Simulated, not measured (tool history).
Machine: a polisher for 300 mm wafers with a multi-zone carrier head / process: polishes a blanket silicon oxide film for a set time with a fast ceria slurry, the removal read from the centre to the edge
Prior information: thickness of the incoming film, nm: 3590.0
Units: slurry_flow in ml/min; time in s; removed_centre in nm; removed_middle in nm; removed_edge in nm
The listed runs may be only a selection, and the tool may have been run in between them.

run	hour	slurry_flow	centre_zone	middle_zone	edge_zone	time	removed_centre	removed_middle	removed_edge
1	0.0	245	1.00	1.00	1.00	76	1452.3	1504.0	1447.4
2	2.0	245	1.00	1.00	0.96	71	1362.2	1398.6	1336.8
3	8.8	245	1.01	1.01	0.93	67	1285.9	1344.8	1263.4
4	14.8	245	1.01	1.01	0.85	67	1293.4	1338.9	1191.2
5	17.1	245	1.01	1.06	0.85	67	1287.2	1378.6	1197.9
6	21.4	195	1.01	1.06	0.85	67	1257.8	1376.6	1166.3
7	23.8	195	1.01	1.06	0.85	67	1241.8	1386.7	1199.5
8	24.6	200	1.07	0.99	0.81	57	1124.8	1118.9	1009.4
9	26.2	205	1.07	1.00	0.82	57	1135.3	1085.2	1000.3
10	30.4	210	1.07	1.01	0.83	58	1160.8	1151.1	1036.5

Run 11 is up next; what results do you expect?
11	32.3	210	1.07	1.01	0.83	58	?	?	?

Run 11 measured removed_centre 1149.8 nm, removed_middle 1133.5 nm, removed_edge 1015.6 nm.
